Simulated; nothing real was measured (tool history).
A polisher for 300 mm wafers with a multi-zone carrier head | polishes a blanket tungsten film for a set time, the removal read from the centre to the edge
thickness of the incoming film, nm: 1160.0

run	hour	flow of slurry (ml/min)	pressure of the head's centre zone	pressure of the head's middle zone	pressure of the head's edge zone	abrasive content of the slurry	polishing time (s)	film removed at the wafer's centre (Å)	film removed at mid-radius (Å)	film removed at the wafer's edge (Å)
1	0.0	305	1.00	1.00	1.00	1.00	33	2096.7	2154.0	2126.2
2	5.9	325	1.06	1.03	1.06	1.15	35	2477.6	2461.2	2427.8
3	7.1	325	1.06	1.03	1.06	1.15	31	2188.5	2195.3	2093.5
4	9.5	325	0.99	1.03	1.06	1.15	31	2068.2	2185.6	2166.9
5	12.1	350	0.99	1.03	1.06	1.15	31	2056.1	2203.0	2183.1
6	20.3	350	0.99	1.03	1.06	1.15	28	1839.3	1979.6	1945.0
7	24.4	350	1.04	1.04	1.09	1.25	32	2301.5	2343.6	2302.9
8	25.6	355	1.07	1.05	1.12	1.35	34	2563.2	2532.1	2573.6
9	26.5	365	1.11	1.07	1.14	1.40	36	2906.1	2803.3	2764.3
10	28.9	370	1.13	1.08	1.16	1.45	37	3045.6	2967.5	2933.0

Run 11 comes next. What will it give?
11	30.4	385	1.15	1.08	1.17	1.45	37	?	?	?

Run 11 gave film removed at the wafer's centre (Å) 3103.7, film removed at mid-radius (Å) 2927.8, film removed at the wafer's edge (Å) 2915.8.

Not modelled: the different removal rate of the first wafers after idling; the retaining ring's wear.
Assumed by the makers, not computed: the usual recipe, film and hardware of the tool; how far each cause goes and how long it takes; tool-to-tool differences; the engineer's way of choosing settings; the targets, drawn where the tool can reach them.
